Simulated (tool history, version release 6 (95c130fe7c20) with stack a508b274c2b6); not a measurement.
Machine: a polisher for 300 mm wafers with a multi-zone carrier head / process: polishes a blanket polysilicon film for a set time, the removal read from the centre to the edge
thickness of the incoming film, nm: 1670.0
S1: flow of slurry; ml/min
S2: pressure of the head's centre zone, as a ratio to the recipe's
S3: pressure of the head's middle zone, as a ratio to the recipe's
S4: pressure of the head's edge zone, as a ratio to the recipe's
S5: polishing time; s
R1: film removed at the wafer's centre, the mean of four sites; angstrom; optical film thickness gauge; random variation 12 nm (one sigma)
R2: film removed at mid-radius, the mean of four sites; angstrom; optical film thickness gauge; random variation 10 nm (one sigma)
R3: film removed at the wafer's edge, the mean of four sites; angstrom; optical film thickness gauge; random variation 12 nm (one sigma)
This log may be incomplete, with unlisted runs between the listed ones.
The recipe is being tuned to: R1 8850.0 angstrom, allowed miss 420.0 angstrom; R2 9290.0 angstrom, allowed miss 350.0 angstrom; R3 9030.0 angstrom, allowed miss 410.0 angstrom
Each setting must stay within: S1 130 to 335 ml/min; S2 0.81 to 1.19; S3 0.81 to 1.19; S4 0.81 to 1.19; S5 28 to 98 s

run,hour,S1,S2,S3,S4,S5,R1,R2,R3
1,0.0,215,1.00,1.00,1.00,63,7004.1,7068.2,6827.4
2,1.9,215,1.00,0.92,1.00,63,7062.7,6472.0,6828.2
3,9.3,250,1.00,0.92,1.00,63,7195.7,6669.2,6982.3
4,15.9,255,1.00,0.95,1.02,66,7718.4,7194.1,7492.5
5,21.2,260,1.00,0.99,1.05,67,7659.0,7529.4,7671.0
6,26.0,260,1.00,0.99,1.05,74,8641.6,8360.5,8223.1
7,27.4,260,1.00,0.99,1.05,74,8660.3,8463.0,8431.1
8,29.1,265,1.00,1.00,1.06,75,8733.1,8639.8,8666.2

Consider the 4 candidate settings below. Which is the only one whose results all fall within their allowed miss of target?
A,30.8,220,0.96,1.03,1.04,81,?,?,?
B,30.8,290,1.06,0.98,1.03,76,?,?,?
C,30.8,290,1.00,0.92,1.07,74,?,?,?
D,30.8,215,0.99,0.95,0.94,79,?,?,?

move,R1,R2,R3
A,8670.2,9472.1,8912.3
B,9264.1,8796.0,8532.1
C,8528.1,8125.2,8472.4
D,8673.0,8602.9,8269.9
A: every result within its allowed miss
B: better than the last run, though not everything is in spec
C: lands further from the targets than the last run did
D: lands further from the targets than the last run did
Answer: A

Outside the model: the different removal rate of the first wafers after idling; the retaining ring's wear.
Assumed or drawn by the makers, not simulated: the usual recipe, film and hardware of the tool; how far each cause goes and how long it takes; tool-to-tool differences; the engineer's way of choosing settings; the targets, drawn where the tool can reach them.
